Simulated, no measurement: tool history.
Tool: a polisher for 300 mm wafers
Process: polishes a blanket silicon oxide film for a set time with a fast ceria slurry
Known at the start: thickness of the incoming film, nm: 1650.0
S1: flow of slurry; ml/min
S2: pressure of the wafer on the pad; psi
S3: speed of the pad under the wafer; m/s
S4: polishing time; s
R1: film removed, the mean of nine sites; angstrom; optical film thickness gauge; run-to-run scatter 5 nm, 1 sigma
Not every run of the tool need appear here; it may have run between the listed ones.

run,hour,S1,S2,S3,S4,R1
1,0.0,190,2.4,1.00,56,7012.2
2,4.2,190,2.3,1.00,56,6600.5
3,9.6,190,2.7,1.00,56,7525.6
4,12.9,230,2.7,1.00,56,7928.0
5,19.8,230,2.5,1.00,56,7441.1
6,24.2,230,2.5,1.00,58,7650.8

Run 7, settings as shown, results not yet in. Your forecast:
7,32.0,230,2.4,1.00,58,?

R1: 7419.5 angstrom
